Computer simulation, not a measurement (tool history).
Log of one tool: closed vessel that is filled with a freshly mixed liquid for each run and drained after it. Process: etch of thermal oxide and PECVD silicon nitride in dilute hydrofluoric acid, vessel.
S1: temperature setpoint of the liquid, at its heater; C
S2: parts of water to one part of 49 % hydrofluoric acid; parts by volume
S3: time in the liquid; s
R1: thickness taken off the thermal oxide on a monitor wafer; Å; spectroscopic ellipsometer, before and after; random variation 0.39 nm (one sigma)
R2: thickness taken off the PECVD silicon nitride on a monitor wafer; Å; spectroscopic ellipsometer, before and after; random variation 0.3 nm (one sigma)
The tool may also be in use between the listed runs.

{"run": 1, "hour": 0.0, "S1": 22.0, "S2": 50, "S3": 575, "R1": 536.98, "R2": 234.12}
{"run": 2, "hour": 3.0, "S1": 22.0, "S2": 45, "S3": 575, "R1": 597.25, "R2": 257.07}
{"run": 3, "hour": 9.0, "S1": 19.0, "S2": 45, "S3": 575, "R1": 529.82, "R2": 204.4}
{"run": 4, "hour": 13.2, "S1": 21.5, "S2": 50, "S3": 580, "R1": 531.6, "R2": 224.84}
{"run": 5, "hour": 19.3, "S1": 24.5, "S2": 50, "S3": 580, "R1": 600.41, "R2": 276.69}
{"run": 6, "hour": 26.4, "S1": 26.0, "S2": 55, "S3": 585, "R1": 573.59, "R2": 274.69}
{"run": 7, "hour": 32.7, "S1": 27.0, "S2": 55, "S3": 585, "R1": 602.68, "R2": 298.46}

The next listed run, before its measurement:
{"run": 8, "hour": 40.7, "S1": 27.5, "S2": 60, "S3": 590, "R1": "?", "R2": "?"}

Run 8 gave R1 563.04 Å, R2 287.43 Å.
